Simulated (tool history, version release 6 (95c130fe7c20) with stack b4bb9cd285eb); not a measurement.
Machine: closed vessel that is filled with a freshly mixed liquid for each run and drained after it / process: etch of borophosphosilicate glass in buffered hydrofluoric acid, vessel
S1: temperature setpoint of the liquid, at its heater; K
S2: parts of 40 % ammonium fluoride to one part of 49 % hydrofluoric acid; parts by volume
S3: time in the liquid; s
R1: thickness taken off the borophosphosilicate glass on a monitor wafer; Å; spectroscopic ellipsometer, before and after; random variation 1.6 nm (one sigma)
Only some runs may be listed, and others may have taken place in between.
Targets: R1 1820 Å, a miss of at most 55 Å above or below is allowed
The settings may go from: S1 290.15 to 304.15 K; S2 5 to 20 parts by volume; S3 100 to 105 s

run	hour	S1	S2	S3	R1
1	0	296.15	12	100	1201.9
2	5.3	299.15	12	100	1402.3
3	8.1	299.65	12	100	1444.8
4	12.7	300.15	12	100	1486.3
# hour 20.1: hydrofluoric acid flow meter replaced
5	20.1	300.15	12	100	1599.1
6	21.1	297.15	12	100	1353.7
7	26.9	298.15	12	100	1423
8	30.7	299.15	12	100	1513.4
9	31.4	299.65	12	100	1549.1
10	39.5	300.15	12	100	1599.3
11	44.9	300.65	12	100	1652.6
12	53	301.65	12	100	1754.6

Of the 4 settings listed for the next run, only one would bring every result within its allowed miss of target. Which one?
A	61.1	302.65	12.5	105	?
B	61.1	299.65	11.5	105	?
C	61.1	301.15	12	100	?
D	61.1	302.15	13.5	105	?

move	R1
A	1837.5
B	1702.8
C	1683.8
D	1659.7
A: hits every target within its allowed miss
B: lands further from the targets than the last run did
C: lands further from the targets than the last run did
D: lands further from the targets than the last run did
The right move is A.

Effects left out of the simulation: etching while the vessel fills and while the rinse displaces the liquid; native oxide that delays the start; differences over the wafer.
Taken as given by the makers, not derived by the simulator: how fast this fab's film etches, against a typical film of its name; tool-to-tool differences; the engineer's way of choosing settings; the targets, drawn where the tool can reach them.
